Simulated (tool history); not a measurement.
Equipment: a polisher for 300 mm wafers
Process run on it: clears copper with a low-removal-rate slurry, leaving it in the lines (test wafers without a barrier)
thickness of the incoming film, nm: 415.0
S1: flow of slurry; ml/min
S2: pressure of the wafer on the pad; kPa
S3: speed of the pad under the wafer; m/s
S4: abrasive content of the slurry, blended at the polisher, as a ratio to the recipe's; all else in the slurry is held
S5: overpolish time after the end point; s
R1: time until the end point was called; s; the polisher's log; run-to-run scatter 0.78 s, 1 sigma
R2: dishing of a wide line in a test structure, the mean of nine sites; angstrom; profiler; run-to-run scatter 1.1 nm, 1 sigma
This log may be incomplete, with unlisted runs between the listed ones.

Run 1, day 0.000: S1 225 ml/min, S2 27.6 kPa, S3 1.28 m/s, S4 1.0, S5 9 s. Result: R1 69.898 s, R2 363.05 angstrom.
Run 2, day 0.333: S1 225 ml/min, S2 24.1 kPa, S3 1.28 m/s, S4 1.0, S5 9 s. Result: R1 83.825 s, R2 325.76 angstrom.
Run 3, day 0.592: S1 280 ml/min, S2 24.1 kPa, S3 1.28 m/s, S4 1.0, S5 9 s. Result: R1 79.534 s, R2 332.29 angstrom.
Run 4, day 0.646: S1 280 ml/min, S2 26.2 kPa, S3 1.30 m/s, S4 1.0, S5 9 s. Result: R1 72.746 s, R2 376.27 angstrom.
Run 5, day 0.721: S1 280 ml/min, S2 20.0 kPa, S3 1.30 m/s, S4 1.0, S5 9 s. Result: R1 96.643 s, R2 281.15 angstrom.
Run 6, day 0.846: S1 280 ml/min, S2 22.8 kPa, S3 1.30 m/s, S4 1.0, S5 9 s. Result: R1 84.960 s, R2 327.10 angstrom.
Run 7, day 1.154: S1 280 ml/min, S2 24.8 kPa, S3 1.30 m/s, S4 1.0, S5 9 s. Result: R1 78.372 s, R2 341.83 angstrom.

Run 8, settings as shown, results not yet in. Your forecast:
Run 8, day 1.529: S1 280 ml/min, S2 26.9 kPa, S3 1.30 m/s, S4 1.0, S5 9 s. Result: R1 ?, R2 ?.

R1: 73.744 s
R2: 372.06 angstrom

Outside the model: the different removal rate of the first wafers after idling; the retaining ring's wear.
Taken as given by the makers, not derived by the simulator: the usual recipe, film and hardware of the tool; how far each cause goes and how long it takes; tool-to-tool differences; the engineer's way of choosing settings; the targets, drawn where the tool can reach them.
